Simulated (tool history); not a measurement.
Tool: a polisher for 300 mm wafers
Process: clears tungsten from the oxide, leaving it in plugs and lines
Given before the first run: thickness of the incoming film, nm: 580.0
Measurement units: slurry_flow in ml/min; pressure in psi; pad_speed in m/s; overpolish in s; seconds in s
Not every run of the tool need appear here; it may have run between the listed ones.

run,hour,slurry_flow,pressure,pad_speed,slurry_solids,overpolish,seconds
1,0.0,300,4.4,1.18,1.0,8,94.405
2,7.7,300,4.4,1.18,1.0,8,94.885
3,10.4,255,4.4,1.18,1.0,8,94.906
4,13.1,255,4.0,1.18,1.0,8,104.930
5,21.8,255,4.6,1.18,1.0,8,91.699
6,23.1,255,4.6,1.32,1.0,8,81.735

Run 7 is up next; what results do you expect?
7,24.3,255,4.9,1.32,1.0,8,?

Logged for run 7: seconds 77.029 s.
